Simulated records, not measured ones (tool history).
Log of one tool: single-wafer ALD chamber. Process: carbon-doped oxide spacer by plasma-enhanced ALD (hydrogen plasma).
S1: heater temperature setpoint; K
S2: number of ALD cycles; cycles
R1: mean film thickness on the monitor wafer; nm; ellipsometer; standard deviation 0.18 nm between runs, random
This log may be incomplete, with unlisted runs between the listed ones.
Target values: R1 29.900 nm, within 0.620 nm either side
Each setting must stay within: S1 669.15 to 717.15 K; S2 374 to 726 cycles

{"run": 1, "hour": 0.0, "S1": 693.15, "S2": 550, "R1": 23.897}
{"run": 2, "hour": 8.6, "S1": 683.15, "S2": 550, "R1": 24.624}
{"run": 3, "hour": 11.6, "S1": 681.15, "S2": 580, "R1": 26.371}
{"run": 4, "hour": 15.8, "S1": 679.15, "S2": 597, "R1": 27.294}
{"run": 5, "hour": 22.3, "S1": 677.15, "S2": 610, "R1": 27.865}
{"run": 6, "hour": 26.7, "S1": 676.15, "S2": 621, "R1": 28.627}
{"run": 7, "hour": 31.2, "S1": 675.15, "S2": 627, "R1": 29.109}
{"run": 8, "hour": 39.5, "S1": 674.15, "S2": 630, "R1": 29.344}
{"run": 9, "hour": 42.7, "S1": 673.15, "S2": 632, "R1": 29.535}

Pick the move, out of 4, that brings all results within their allowed miss; only one does.
{"run": "A", "hour": 45.9, "S1": 674.15, "S2": 626, "R1": "?"}
{"run": "B", "hour": 45.9, "S1": 673.15, "S2": 615, "R1": "?"}
{"run": "C", "hour": 45.9, "S1": 669.15, "S2": 638, "R1": "?"}
{"run": "D", "hour": 45.9, "S1": 669.15, "S2": 610, "R1": "?"}

move=A R1=29.054
move=B R1=28.620
move=C R1=30.009
move=D R1=28.692
A: lands further from the targets than the last run did
B: lands further from the targets than the last run did
C: every result lands within tolerance
D: lands further from the targets than the last run did
So the answer is move C, the one that meets all the targets.
